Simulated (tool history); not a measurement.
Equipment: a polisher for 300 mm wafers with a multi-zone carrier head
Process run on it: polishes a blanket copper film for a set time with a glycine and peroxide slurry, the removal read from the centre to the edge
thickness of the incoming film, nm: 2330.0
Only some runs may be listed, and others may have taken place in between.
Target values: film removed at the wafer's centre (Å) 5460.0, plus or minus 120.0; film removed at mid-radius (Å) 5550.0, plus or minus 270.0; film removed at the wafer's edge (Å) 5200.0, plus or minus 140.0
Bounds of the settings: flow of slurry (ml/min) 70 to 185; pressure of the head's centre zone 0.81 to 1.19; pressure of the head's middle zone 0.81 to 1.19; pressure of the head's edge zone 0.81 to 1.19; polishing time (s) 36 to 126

| run | hour | flow of slurry (ml/min) | pressure of the head's centre zone | pressure of the head's middle zone | pressure of the head's edge zone | polishing time (s) | film removed at the wafer's centre (Å) | film removed at mid-radius (Å) | film removed at the wafer's edge (Å) |
|---|---|---|---|---|---|---|---|---|---|
| 1 | 0.0 | 120 | 1.00 | 1.00 | 1.00 | 81 | 3928.6 | 3991.4 | 3977.6 |
| 2 | 4.3 | 125 | 1.02 | 1.02 | 1.02 | 83 | 4185.5 | 4141.4 | 4135.9 |
| 3 | 6.3 | 130 | 1.02 | 1.04 | 1.04 | 85 | 4308.3 | 4347.8 | 4287.2 |
| 4 | 13.0 | 130 | 1.02 | 1.04 | 1.12 | 85 | 4321.4 | 4326.8 | 4438.2 |
| 5 | 14.3 | 120 | 1.02 | 1.04 | 1.12 | 85 | 4220.3 | 4277.9 | 4377.5 |
| 6 | 22.2 | 120 | 1.02 | 1.04 | 1.08 | 85 | 4249.2 | 4257.2 | 4348.7 |
| 7 | 22.9 | 125 | 1.03 | 1.06 | 1.09 | 87 | 4425.3 | 4494.7 | 4483.9 |
| 8 | 25.8 | 130 | 1.04 | 1.08 | 1.10 | 88 | 4541.9 | 4719.4 | 4570.7 |
| 9 | 32.3 | 160 | 1.11 | 1.10 | 1.19 | 92 | 5207.9 | 5157.4 | 5039.3 |
| 10 | 36.8 | 165 | 1.11 | 1.11 | 1.19 | 92 | 5319.2 | 5089.7 | 5078.5 |
| 11 | 39.0 | 165 | 1.11 | 1.12 | 1.19 | 92 | 5260.9 | 5173.4 | 5057.1 |
| 12 | 43.9 | 165 | 1.11 | 1.13 | 1.19 | 92 | 5306.1 | 5271.9 | 5096.0 |
| 13 | 49.7 | 165 | 1.11 | 1.14 | 1.19 | 92 | 5280.7 | 5261.3 | 5014.8 |
| 14 | 52.2 | 170 | 1.10 | 1.15 | 1.19 | 93 | 5292.1 | 5317.1 | 5154.8 |
| 15 | 54.2 | 170 | 1.10 | 1.16 | 1.19 | 93 | 5332.0 | 5404.4 | 5123.3 |

5 next moves are on the table. One of them brings every result within its allowed miss. Which?
| A | 56.2 | 120 | 1.06 | 1.17 | 1.16 | 99 | ? | ? | ? |
| B | 56.2 | 150 | 1.04 | 1.10 | 1.19 | 98 | ? | ? | ? |
| C | 56.2 | 175 | 1.16 | 1.12 | 1.16 | 91 | ? | ? | ? |
| D | 56.2 | 145 | 1.08 | 1.18 | 1.19 | 94 | ? | ? | ? |
| E | 56.2 | 160 | 1.11 | 1.17 | 1.18 | 95 | ? | ? | ? |

| move | film removed at the wafer's centre (Å) | film removed at mid-radius (Å) | film removed at the wafer's edge (Å) |
|---|---|---|---|
| A | 5202.8 | 5528.0 | 5217.3 |
| B | 5242.2 | 5362.5 | 5356.6 |
| C | 5566.5 | 5162.3 | 4986.0 |
| D | 5197.4 | 5436.6 | 5114.9 |
| E | 5484.9 | 5529.4 | 5199.7 |
A: its largest miss is bigger than the last run's
B: its largest miss is bigger than the last run's
C: the worst result of the last run now meets its target, but another is out of spec
D: its largest miss is bigger than the last run's
E: all results land within tolerance of their targets
Go with E: it meets all targets.

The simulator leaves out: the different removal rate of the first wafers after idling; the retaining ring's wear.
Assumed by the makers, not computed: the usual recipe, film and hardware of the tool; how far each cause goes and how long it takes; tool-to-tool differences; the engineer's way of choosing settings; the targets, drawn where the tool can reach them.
